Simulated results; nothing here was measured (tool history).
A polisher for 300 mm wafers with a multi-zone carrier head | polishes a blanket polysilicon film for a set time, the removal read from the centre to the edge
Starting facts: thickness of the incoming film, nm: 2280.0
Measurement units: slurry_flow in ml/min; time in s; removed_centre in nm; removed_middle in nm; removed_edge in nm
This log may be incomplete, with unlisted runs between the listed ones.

{"run": 1, "hour": 0.0, "slurry_flow": 290, "centre_zone": 1, "middle_zone": 1, "edge_zone": 1, "time": 80, "removed_centre": 567.04, "removed_middle": 517.44, "removed_edge": 541.89}
{"run": 2, "hour": 6.2, "slurry_flow": 275, "centre_zone": 0.94, "middle_zone": 1, "edge_zone": 1.03, "time": 73, "removed_centre": 494.67, "removed_middle": 474.4, "removed_edge": 498.89}
{"run": 3, "hour": 11.6, "slurry_flow": 250, "centre_zone": 0.94, "middle_zone": 1, "edge_zone": 1.03, "time": 73, "removed_centre": 484.19, "removed_middle": 467.51, "removed_edge": 496.13}
{"run": 4, "hour": 18.2, "slurry_flow": 225, "centre_zone": 0.9, "middle_zone": 1.01, "edge_zone": 1.07, "time": 68, "removed_centre": 424.3, "removed_middle": 433.87, "removed_edge": 462.69}
{"run": 5, "hour": 25.8, "slurry_flow": 225, "centre_zone": 0.83, "middle_zone": 1.01, "edge_zone": 1.07, "time": 68, "removed_centre": 392.94, "removed_middle": 433.28, "removed_edge": 469}
{"run": 6, "hour": 28.7, "slurry_flow": 225, "centre_zone": 0.83, "middle_zone": 1.01, "edge_zone": 1.07, "time": 78, "removed_centre": 448.45, "removed_middle": 499.04, "removed_edge": 529.25}
{"run": 7, "hour": 29.2, "slurry_flow": 215, "centre_zone": 0.82, "middle_zone": 1.01, "edge_zone": 1.08, "time": 73, "removed_centre": 410.94, "removed_middle": 465.81, "removed_edge": 505.65}

What will run 8 give?
{"run": 8, "hour": 37.2, "slurry_flow": 210, "centre_zone": 0.82, "middle_zone": 1.01, "edge_zone": 1.07, "time": 69, "removed_centre": "?", "removed_middle": "?", "removed_edge": "?"}

Run 8 gave removed_centre 395.9 nm, removed_middle 443.27 nm, removed_edge 465.17 nm.

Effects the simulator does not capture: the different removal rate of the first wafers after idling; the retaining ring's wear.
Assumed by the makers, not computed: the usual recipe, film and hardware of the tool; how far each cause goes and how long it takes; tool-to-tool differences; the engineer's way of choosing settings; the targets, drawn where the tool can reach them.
